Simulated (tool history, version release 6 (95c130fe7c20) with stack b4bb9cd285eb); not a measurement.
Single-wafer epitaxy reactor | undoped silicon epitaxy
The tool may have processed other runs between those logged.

run	hour	wafer temperature setpoint (pyrometer-controlled) (deg C)	deposition time (s)	mean film thickness on the monitor wafer (angstrom)
1	0	665	211	493.06
2	2.3	664	211	481.68
3	4.5	663	211	468.61
4	11.7	663	240	532.47
5	18.8	663	258	576.45
6	25.1	661	258	549.43
7	27.7	659	258	516.85
8	31.6	658	258	507.89
9	37.3	657	258	495.9
10	42.4	657	258	498.28

What does the tool deliver on the next run?
11	46.8	656	258	?

{"run 11": {"mean film thickness on the monitor wafer (angstrom)": 481.11}}
